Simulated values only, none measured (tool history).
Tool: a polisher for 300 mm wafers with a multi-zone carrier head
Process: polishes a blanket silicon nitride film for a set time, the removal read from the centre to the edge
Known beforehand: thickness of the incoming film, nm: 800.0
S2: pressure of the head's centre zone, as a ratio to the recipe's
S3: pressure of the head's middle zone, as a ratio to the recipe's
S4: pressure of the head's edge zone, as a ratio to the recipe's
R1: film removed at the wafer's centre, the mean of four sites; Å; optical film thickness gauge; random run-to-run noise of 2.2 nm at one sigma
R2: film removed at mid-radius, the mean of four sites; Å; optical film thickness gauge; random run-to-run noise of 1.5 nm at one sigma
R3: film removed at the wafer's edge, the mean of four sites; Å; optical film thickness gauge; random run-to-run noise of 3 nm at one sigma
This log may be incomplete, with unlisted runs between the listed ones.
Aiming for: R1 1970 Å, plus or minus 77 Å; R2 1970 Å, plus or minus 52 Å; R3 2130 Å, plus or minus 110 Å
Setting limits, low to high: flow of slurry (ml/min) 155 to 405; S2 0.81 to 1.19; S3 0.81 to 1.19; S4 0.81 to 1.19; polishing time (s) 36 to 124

{"run": 1, "hour": 0.0, "flow of slurry (ml/min)": 260, "S2": 1, "S3": 1, "S4": 1, "polishing time (s)": 79, "R1": 2348.6, "R2": 2413.7, "R3": 2391.1}
{"run": 2, "hour": 4.7, "flow of slurry (ml/min)": 260, "S2": 1, "S3": 1, "S4": 0.94, "polishing time (s)": 79, "R1": 2364.5, "R2": 2438.3, "R3": 2292}
{"run": 3, "hour": 9.1, "flow of slurry (ml/min)": 255, "S2": 0.98, "S3": 0.97, "S4": 0.94, "polishing time (s)": 78, "R1": 2257.2, "R2": 2342.7, "R3": 2287.1}
{"run": 4, "hour": 14.2, "flow of slurry (ml/min)": 250, "S2": 0.97, "S3": 0.94, "S4": 0.93, "polishing time (s)": 77, "R1": 2222, "R2": 2224.4, "R3": 2212.6}
{"run": 5, "hour": 16.6, "flow of slurry (ml/min)": 250, "S2": 0.97, "S3": 0.94, "S4": 0.93, "polishing time (s)": 61, "R1": 1741.8, "R2": 1774.1, "R3": 1787.9}
{"run": 6, "hour": 25.1, "flow of slurry (ml/min)": 260, "S2": 0.98, "S3": 0.95, "S4": 0.96, "polishing time (s)": 62, "R1": 1828.5, "R2": 1826.9, "R3": 1858.5}
{"run": 7, "hour": 30.5, "flow of slurry (ml/min)": 315, "S2": 0.96, "S3": 0.98, "S4": 1.06, "polishing time (s)": 64, "R1": 1831.6, "R2": 1956.7, "R3": 1996.4}
{"run": 8, "hour": 38.1, "flow of slurry (ml/min)": 315, "S2": 0.97, "S3": 0.98, "S4": 1.07, "polishing time (s)": 64, "R1": 1903, "R2": 1956.9, "R3": 2031.4}
{"run": 9, "hour": 43.9, "flow of slurry (ml/min)": 315, "S2": 0.97, "S3": 0.98, "S4": 1.08, "polishing time (s)": 64, "R1": 1879.5, "R2": 1956.1, "R3": 2064.1}
{"run": 10, "hour": 52.1, "flow of slurry (ml/min)": 315, "S2": 0.98, "S3": 0.98, "S4": 1.08, "polishing time (s)": 64, "R1": 1927.6, "R2": 1966.3, "R3": 1991}

Which of these 4 next moves meets every target?
{"run": "A", "hour": 60.3, "flow of slurry (ml/min)": 375, "S2": 1.11, "S3": 1.08, "S4": 1.02, "polishing time (s)": 58, "R1": "?", "R2": "?", "R3": "?"}
{"run": "B", "hour": 60.3, "flow of slurry (ml/min)": 255, "S2": 1.01, "S3": 0.96, "S4": 1.12, "polishing time (s)": 67, "R1": "?", "R2": "?", "R3": "?"}
{"run": "C", "hour": 60.3, "flow of slurry (ml/min)": 260, "S2": 1.09, "S3": 1.04, "S4": 0.98, "polishing time (s)": 60, "R1": "?", "R2": "?", "R3": "?"}
{"run": "D", "hour": 60.3, "flow of slurry (ml/min)": 315, "S2": 1.02, "S3": 1.05, "S4": 1.09, "polishing time (s)": 60, "R1": "?", "R2": "?", "R3": "?"}

move=A R1=1970.6 R2=1945.3 R3=1757.3
move=B R1=2013.2 R2=1961.6 R3=2071.5
move=C R1=1931.3 R2=1883.3 R3=1737.7
move=D R1=1863.6 R2=1936.3 R3=1858
A: lands further from the targets than the last run did
B: each result inside its tolerance
C: lands further from the targets than the last run did
D: lands further from the targets than the last run did
Go with B: it meets all targets.
